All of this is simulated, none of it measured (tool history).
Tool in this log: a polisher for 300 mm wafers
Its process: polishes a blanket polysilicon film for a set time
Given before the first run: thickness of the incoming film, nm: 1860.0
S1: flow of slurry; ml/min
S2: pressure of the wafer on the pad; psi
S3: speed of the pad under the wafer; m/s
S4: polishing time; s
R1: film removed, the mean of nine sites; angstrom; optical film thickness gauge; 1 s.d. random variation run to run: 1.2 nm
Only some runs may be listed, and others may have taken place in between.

| run | day | S1 | S2 | S3 | S4 | R1 |
|---|---|---|---|---|---|---|
| 1 | 0.000 | 205 | 1.7 | 1.28 | 80 | 4498.9 |
| 2 | 0.067 | 200 | 1.6 | 1.20 | 80 | 4088.4 |
| 3 | 0.254 | 190 | 1.5 | 1.12 | 80 | 3622.2 |
| 4 | 0.621 | 155 | 1.5 | 1.12 | 80 | 3453.2 |
| 5 | 0.767 | 155 | 1.7 | 1.12 | 80 | 3839.5 |
| 6 | 1.062 | 150 | 1.6 | 1.06 | 80 | 3422.3 |
| 7 | 1.196 | 145 | 1.5 | 1.02 | 80 | 3117.4 |

What does the tool deliver on the next run?
| 8 | 1.429 | 145 | 1.4 | 0.98 | 80 | ? |

Run 8 produced R1 2814.3 angstrom.

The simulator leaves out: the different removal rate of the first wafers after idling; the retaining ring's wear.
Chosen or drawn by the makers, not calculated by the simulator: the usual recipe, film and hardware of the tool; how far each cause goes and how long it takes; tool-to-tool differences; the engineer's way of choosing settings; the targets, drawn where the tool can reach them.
